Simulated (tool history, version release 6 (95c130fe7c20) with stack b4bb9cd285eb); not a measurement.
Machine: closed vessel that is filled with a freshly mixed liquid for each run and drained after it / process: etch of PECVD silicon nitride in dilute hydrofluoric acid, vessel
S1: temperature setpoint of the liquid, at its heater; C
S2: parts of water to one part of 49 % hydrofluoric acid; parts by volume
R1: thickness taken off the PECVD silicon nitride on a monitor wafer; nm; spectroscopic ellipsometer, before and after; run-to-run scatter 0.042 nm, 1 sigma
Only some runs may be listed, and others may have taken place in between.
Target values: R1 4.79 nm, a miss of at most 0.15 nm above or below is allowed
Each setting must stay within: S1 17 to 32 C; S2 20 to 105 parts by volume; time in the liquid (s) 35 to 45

Run 1, day 0: S1 24 C, S2 55 parts by volume, time in the liquid (s) 45. Result: R1 2.6619 nm.
Run 2, day 0.058: S1 26 C, S2 55 parts by volume, time in the liquid (s) 45. Result: R1 3.0438 nm.
Run 3, day 0.379: S1 27.5 C, S2 55 parts by volume, time in the liquid (s) 45. Result: R1 3.3602 nm.
Run 4, day 0.667: S1 27.5 C, S2 70 parts by volume, time in the liquid (s) 45. Result: R1 2.6693 nm.
Run 5, day 0.983: S1 27.5 C, S2 70 parts by volume, time in the liquid (s) 45. Result: R1 2.6609 nm.
Run 6, day 1.071: S1 28.5 C, S2 65 parts by volume, time in the liquid (s) 45. Result: R1 3.042 nm.
Run 7, day 1.279: S1 29.5 C, S2 60 parts by volume, time in the liquid (s) 45. Result: R1 3.4708 nm.
Run 8, day 1.329: S1 30 C, S2 55 parts by volume, time in the liquid (s) 45. Result: R1 3.9179 nm.
Run 9, day 1.408: S1 30.5 C, S2 55 parts by volume, time in the liquid (s) 45. Result: R1 3.9877 nm.
Run 10, day 1.517: S1 31 C, S2 55 parts by volume, time in the liquid (s) 45. Result: R1 4.1427 nm.

Consider the 4 candidate settings below. Which is the only one whose results all fall within their allowed miss of target?
Run A, day 1.625: S1 29.5 C, S2 45 parts by volume, time in the liquid (s) 35. Result: R1 ?.
Run B, day 1.625: S1 31 C, S2 65 parts by volume, time in the liquid (s) 45. Result: R1 ?.
Run C, day 1.625: S1 30 C, S2 50 parts by volume, time in the liquid (s) 45. Result: R1 ?.
Run D, day 1.625: S1 31.5 C, S2 50 parts by volume, time in the liquid (s) 45. Result: R1 ?.

move      R1
   A  3.6006
   B  3.5395
   C  4.3091
   D  4.7442
A: further off than the last run
B: further off than the last run
C: moves toward the targets from the last run without getting all of them in spec
D: every result within its allowed miss
So the answer is move D, the one that meets all the targets.

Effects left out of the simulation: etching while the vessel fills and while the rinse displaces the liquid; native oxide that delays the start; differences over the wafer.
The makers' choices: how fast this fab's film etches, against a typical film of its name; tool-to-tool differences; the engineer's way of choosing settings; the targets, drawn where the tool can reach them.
